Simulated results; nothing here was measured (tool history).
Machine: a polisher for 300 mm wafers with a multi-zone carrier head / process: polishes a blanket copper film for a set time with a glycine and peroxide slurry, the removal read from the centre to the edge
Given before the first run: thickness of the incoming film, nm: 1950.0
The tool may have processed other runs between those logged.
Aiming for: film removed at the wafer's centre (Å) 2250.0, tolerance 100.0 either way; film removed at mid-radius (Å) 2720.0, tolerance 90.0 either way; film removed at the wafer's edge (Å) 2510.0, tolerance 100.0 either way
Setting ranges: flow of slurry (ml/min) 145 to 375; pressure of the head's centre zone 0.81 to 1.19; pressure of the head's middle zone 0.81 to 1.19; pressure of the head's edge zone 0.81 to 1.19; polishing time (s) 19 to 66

| run | hour | flow of slurry (ml/min) | pressure of the head's centre zone | pressure of the head's middle zone | pressure of the head's edge zone | polishing time (s) | film removed at the wafer's centre (Å) | film removed at mid-radius (Å) | film removed at the wafer's edge (Å) |
|---|---|---|---|---|---|---|---|---|---|
| 1 | 0.0 | 240 | 1.00 | 1.00 | 1.00 | 42 | 1981.3 | 1960.8 | 1994.6 |
| 2 | 7.8 | 240 | 1.00 | 1.00 | 1.00 | 49 | 2270.4 | 2269.3 | 2303.5 |
| 3 | 9.0 | 240 | 1.00 | 1.00 | 1.00 | 58 | 2749.8 | 2683.7 | 2659.1 |
| 4 | 11.1 | 235 | 0.98 | 1.01 | 0.99 | 58 | 2665.1 | 2698.7 | 2619.4 |
| 5 | 14.4 | 230 | 0.96 | 1.02 | 0.99 | 58 | 2574.8 | 2754.7 | 2663.2 |
| 6 | 17.2 | 225 | 0.95 | 1.02 | 0.98 | 58 | 2496.1 | 2685.6 | 2604.3 |
| 7 | 25.5 | 220 | 0.94 | 1.03 | 0.98 | 58 | 2546.7 | 2743.3 | 2587.1 |
| 8 | 34.5 | 220 | 0.92 | 1.03 | 0.98 | 58 | 2481.7 | 2736.8 | 2648.8 |
| 9 | 40.7 | 215 | 0.91 | 1.04 | 0.97 | 58 | 2434.6 | 2740.8 | 2610.3 |
| 10 | 46.4 | 210 | 0.90 | 1.04 | 0.96 | 58 | 2399.7 | 2729.3 | 2553.1 |

Exactly one of the 5 candidate moves below puts every result within its allowed miss. Which one?
| A | 52.1 | 195 | 0.81 | 0.97 | 1.04 | 60 | ? | ? | ? |
| B | 52.1 | 200 | 1.00 | 1.02 | 0.93 | 58 | ? | ? | ? |
| C | 52.1 | 220 | 0.96 | 1.12 | 0.87 | 58 | ? | ? | ? |
| D | 52.1 | 195 | 0.96 | 1.04 | 0.97 | 57 | ? | ? | ? |
| E | 52.1 | 195 | 0.86 | 1.06 | 0.95 | 58 | ? | ? | ? |

| move | film removed at the wafer's centre (Å) | film removed at mid-radius (Å) | film removed at the wafer's edge (Å) |
|---|---|---|---|
| A | 2215.7 | 2648.1 | 2693.3 |
| B | 2662.5 | 2679.8 | 2473.8 |
| C | 2599.7 | 2946.8 | 2422.8 |
| D | 2499.6 | 2666.4 | 2471.4 |
| E | 2276.7 | 2759.0 | 2489.5 |
A: corrects the largest miss of the last run, while another result sits out of spec
B: misses by more than the last run did
C: misses by more than the last run did
D: misses by more than the last run did
E: all results in spec
E meets every target.
